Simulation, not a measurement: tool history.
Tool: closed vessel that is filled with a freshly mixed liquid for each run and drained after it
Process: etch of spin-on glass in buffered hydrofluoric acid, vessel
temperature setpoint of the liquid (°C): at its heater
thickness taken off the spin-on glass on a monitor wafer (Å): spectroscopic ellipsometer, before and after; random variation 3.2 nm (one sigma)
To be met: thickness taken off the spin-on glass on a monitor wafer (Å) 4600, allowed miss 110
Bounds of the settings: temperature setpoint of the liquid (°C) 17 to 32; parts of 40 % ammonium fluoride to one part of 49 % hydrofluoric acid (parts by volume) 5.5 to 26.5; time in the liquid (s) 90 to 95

run,hour,temperature setpoint of the liquid (°C),parts of 40 % ammonium fluoride to one part of 49 % hydrofluoric acid (parts by volume),time in the liquid (s),thickness taken off the spin-on glass on a monitor wafer (Å)
1,0,24,16,90,2511.4
2,0.7,27.5,16,90,3043.4
3,1.7,28,15.5,90,3265.1
4,10.5,28,15.5,90,3195.5
5,18.9,24.5,15.5,90,2699.6
6,19.8,25.5,15,90,2943.3
7,24.8,26,15,90,3039.3
8,31.5,26.5,15,90,3067.8
9,38,30.5,12,90,4805.2

Which of these 5 next moves meets every target?
A,44.5,29,12,95,?
B,44.5,30.5,11.5,95,?
C,44.5,32,13.5,95,?
D,44.5,32,12,90,?
E,44.5,31,12,95,?

move,thickness taken off the spin-on glass on a monitor wafer (Å)
A,4671.2
B,5268.6
C,4871.6
D,5177.5
E,5188.2
A: meets every target
B: further off than the last run
C: further off than the last run
D: further off than the last run
E: further off than the last run
The right move is A.
